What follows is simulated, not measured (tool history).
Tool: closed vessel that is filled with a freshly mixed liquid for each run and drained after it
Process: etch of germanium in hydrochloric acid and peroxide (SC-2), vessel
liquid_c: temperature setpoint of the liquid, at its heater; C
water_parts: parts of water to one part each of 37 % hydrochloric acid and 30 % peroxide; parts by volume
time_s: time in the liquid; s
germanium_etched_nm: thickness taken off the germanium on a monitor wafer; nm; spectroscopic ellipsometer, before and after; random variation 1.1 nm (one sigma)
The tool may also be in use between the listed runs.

{"run": 1, "day": 0.0, "liquid_c": 54.0, "water_parts": 9, "time_s": 95, "germanium_etched_nm": 170.8}
{"run": 2, "day": 0.108, "liquid_c": 51.0, "water_parts": 9, "time_s": 95, "germanium_etched_nm": 157.65}
{"run": 3, "day": 0.271, "liquid_c": 51.0, "water_parts": 9, "time_s": 95, "germanium_etched_nm": 158.84}
{"run": 4, "day": 0.342, "liquid_c": 51.0, "water_parts": 9, "time_s": 100, "germanium_etched_nm": 169.17}
{"run": 5, "day": 0.367, "liquid_c": 48.0, "water_parts": 9, "time_s": 100, "germanium_etched_nm": 149.48}
{"run": 6, "day": 0.617, "liquid_c": 48.0, "water_parts": 11, "time_s": 100, "germanium_etched_nm": 150.72}
{"run": 7, "day": 0.704, "liquid_c": 46.0, "water_parts": 11, "time_s": 100, "germanium_etched_nm": 142.9}
{"run": 8, "day": 0.933, "liquid_c": 44.5, "water_parts": 11, "time_s": 100, "germanium_etched_nm": 130.54}

Forecast run 9:
{"run": 9, "day": 1.0, "liquid_c": 43.5, "water_parts": 11, "time_s": 100, "germanium_etched_nm": "?"}

Run 9 gave germanium_etched_nm 129.32 nm.

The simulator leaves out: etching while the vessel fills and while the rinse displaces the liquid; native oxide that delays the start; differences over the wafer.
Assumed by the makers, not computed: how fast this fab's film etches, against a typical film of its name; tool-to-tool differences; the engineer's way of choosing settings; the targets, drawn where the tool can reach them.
